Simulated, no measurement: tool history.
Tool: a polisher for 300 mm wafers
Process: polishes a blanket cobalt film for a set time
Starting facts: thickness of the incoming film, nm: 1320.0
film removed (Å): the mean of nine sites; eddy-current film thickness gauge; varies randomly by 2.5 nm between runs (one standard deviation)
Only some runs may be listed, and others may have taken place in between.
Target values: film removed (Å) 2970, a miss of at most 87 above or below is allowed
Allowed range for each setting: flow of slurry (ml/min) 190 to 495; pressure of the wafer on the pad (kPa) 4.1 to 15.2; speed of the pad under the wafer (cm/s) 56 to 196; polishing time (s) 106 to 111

run  hour  flow of slurry (ml/min)  pressure of the wafer on the pad (kPa)  speed of the pad under the wafer (cm/s)  polishing time (s)  film removed (Å)
  1     0                      320                                     9.7                                      126                 106            5178.1
  2   6.7                      320                                     8.3                                      126                 106            4564.2
  3  15.7                      320                                    10.3                                      126                 106            5424.8
  4  23.7                      320                                     8.3                                      126                 106            4511.2
  5  31.5                      320                                    10.3                                      126                 106            5470.3
  6    38                      255                                    10.3                                      126                 106            5316.4
  7  40.5                      250                                       9                                      126                 106            4774.2
  8    42                      250                                     7.6                                      124                 106            4024.5
  9  45.4                      245                                     6.9                                      124                 106            3709.3
 10  50.1                      240                                     6.2                                      124                 106            3475.6
 11  52.2                      240                                     5.5                                      124                 106            3143.9
 12  54.9                      240                                     4.8                                      124                 106            2840.9
 13  62.9                      240                                     5.5                                      124                 106            3134.5
 14  70.9                      240                                     4.8                                      124                 106            2863.1

Which of these 4 next moves meets every target?
  A  78.9                      240                                     4.8                                      132                 111                 ?
  B  78.9                      190                                     4.1                                      152                 108                 ?
  C  78.9                      210                                     6.2                                      112                 107                 ?
  D  78.9                      200                                     6.2                                       86                 106                 ?

move  film removed (Å)
   A            3168.9
   B              2978
   C            3197.8
   D            2601.7
A: the result that was furthest off in the last run now lies on the other side of its target
B: in spec on every target
C: the result that was furthest off in the last run now lies on the other side of its target
D: further off than the last run
B meets every target.
